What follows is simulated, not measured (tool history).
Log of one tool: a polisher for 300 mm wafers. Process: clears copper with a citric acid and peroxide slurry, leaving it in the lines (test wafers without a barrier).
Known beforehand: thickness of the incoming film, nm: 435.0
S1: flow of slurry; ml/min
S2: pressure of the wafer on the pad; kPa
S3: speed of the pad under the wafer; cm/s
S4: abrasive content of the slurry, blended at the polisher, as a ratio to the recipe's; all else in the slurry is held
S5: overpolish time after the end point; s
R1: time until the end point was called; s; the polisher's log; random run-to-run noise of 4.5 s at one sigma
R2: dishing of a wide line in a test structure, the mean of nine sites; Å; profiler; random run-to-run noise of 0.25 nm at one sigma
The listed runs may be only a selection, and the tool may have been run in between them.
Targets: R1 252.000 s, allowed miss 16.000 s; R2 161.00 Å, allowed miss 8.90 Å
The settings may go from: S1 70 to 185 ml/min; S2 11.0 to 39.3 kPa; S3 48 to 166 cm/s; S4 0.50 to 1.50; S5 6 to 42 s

run	hour	S1	S2	S3	S4	S5	R1	R2
1	0.0	120	24.8	106	1.00	21	153.830	304.48
2	5.9	120	24.8	130	1.00	21	129.390	350.18
3	7.4	120	23.4	126	1.00	20	142.570	328.63
4	9.1	120	23.4	126	1.00	15	141.710	264.34
5	14.1	120	23.4	126	1.00	21	143.820	335.00
6	20.4	120	23.4	148	1.00	21	120.900	365.50
7	29.0	120	23.4	148	1.00	21	120.010	358.98
8	32.7	120	22.1	144	1.00	20	129.470	330.19
9	37.9	120	20.7	140	1.00	19	143.140	305.07
10	39.4	120	20.7	140	1.00	19	137.030	303.08
11	41.5	120	19.3	134	1.00	18	156.130	270.15

Which one of the following 5 next-run settings gets every result inside its allowed miss? There is exactly one.
A	43.6	130	27.6	132	0.90	18	?	?
B	43.6	105	15.2	118	0.80	14	?	?
C	43.6	125	33.1	140	0.95	18	?	?
D	43.6	130	33.8	166	1.10	26	?	?
E	43.6	100	11.7	108	0.95	24	?	?

move	R1	R2
A	121.370	348.07
B	256.670	162.71
C	95.533	403.94
D	75.348	522.86
E	338.720	198.48
A: its largest miss is bigger than the last run's
B: all results land within tolerance of their targets
C: its largest miss is bigger than the last run's
D: its largest miss is bigger than the last run's
E: nearer the targets than the last run, but a result is still out of spec
Move B is the one to make.

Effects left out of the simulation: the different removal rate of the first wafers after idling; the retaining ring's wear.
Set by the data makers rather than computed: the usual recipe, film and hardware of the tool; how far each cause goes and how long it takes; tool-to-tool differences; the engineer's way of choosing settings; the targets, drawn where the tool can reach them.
